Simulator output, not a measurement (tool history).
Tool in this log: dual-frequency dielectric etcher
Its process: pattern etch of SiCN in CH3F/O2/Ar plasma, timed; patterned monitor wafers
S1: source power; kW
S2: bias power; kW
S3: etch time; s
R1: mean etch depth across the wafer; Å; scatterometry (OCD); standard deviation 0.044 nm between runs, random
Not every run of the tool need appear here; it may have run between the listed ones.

| run | hour | S1 | S2 | S3 | R1 |
|---|---|---|---|---|---|
| 1 | 0 | 0.33 | 0.097 | 38 | 140.6 |
| 2 | 7.4 | 0.35 | 0.101 | 38 | 147.06 |
| 3 | 13.7 | 0.35 | 0.109 | 38 | 153.65 |
| 4 | 20 | 0.36 | 0.11 | 38 | 155.59 |
| 5 | 26.6 | 0.41 | 0.11 | 38 | 160.74 |
| 6 | 33.4 | 0.41 | 0.099 | 38 | 151.12 |

Run 7 has not been measured yet. What should we expect?
| 7 | 34.4 | 0.42 | 0.103 | 38 | ? |

Run 7 gave R1 156.16 Å.

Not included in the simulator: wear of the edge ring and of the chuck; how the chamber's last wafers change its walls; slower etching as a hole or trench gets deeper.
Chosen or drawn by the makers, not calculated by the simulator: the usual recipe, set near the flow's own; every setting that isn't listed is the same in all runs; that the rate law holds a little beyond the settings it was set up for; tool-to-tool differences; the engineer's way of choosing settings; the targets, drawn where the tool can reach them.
